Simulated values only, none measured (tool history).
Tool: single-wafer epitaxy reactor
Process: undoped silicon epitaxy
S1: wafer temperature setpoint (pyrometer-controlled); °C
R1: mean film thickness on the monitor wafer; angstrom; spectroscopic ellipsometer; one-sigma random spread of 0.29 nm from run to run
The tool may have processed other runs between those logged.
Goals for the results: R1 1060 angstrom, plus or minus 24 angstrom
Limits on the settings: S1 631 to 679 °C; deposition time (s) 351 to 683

run 1 hour=0 | S1=655 deposition_time_(s)=517 | R1=906.86
run 2 hour=4.7 | S1=655 deposition_time_(s)=460 | R1=807.26
run 3 hour=11.2 | S1=655 deposition_time_(s)=433 | R1=759.74
run 4 hour=12.2 | S1=649 deposition_time_(s)=433 | R1=660.4
run 5 hour=17.7 | S1=652 deposition_time_(s)=434 | R1=707.34
run 6 hour=19.8 | S1=652 deposition_time_(s)=505 | R1=822.32
run 7 hour=25 | S1=653 deposition_time_(s)=505 | R1=849.32
run 8 hour=33.4 | S1=654 deposition_time_(s)=505 | R1=864.6
run 9 hour=41.4 | S1=655 deposition_time_(s)=505 | R1=885.17
run 10 hour=50.3 | S1=656 deposition_time_(s)=505 | R1=905.66
run 11 hour=59.3 | S1=665 deposition_time_(s)=507 | R1=1115.8
run 12 hour=68.2 | S1=664 deposition_time_(s)=507 | R1=1087.4

5 candidate next runs follow, results not yet known. Just one meets every target within its allowed miss. Identify it.
run A hour=77.1 | S1=669 deposition_time_(s)=473 | R1=?
run B hour=77.1 | S1=663 deposition_time_(s)=536 | R1=?
run C hour=77.1 | S1=666 deposition_time_(s)=496 | R1=?
run D hour=77.1 | S1=663 deposition_time_(s)=508 | R1=?
run E hour=77.1 | S1=657 deposition_time_(s)=553 | R1=?

move=A R1=1140.7
move=B R1=1130.2
move=C R1=1118.7
move=D R1=1071.1
move=E R1=1017.6
A: lands further from the targets than the last run did
B: lands further from the targets than the last run did
C: lands further from the targets than the last run did
D: each result inside its tolerance
E: carries the result that was furthest off beyond its target, to the other side
Go with D: it meets all targets.
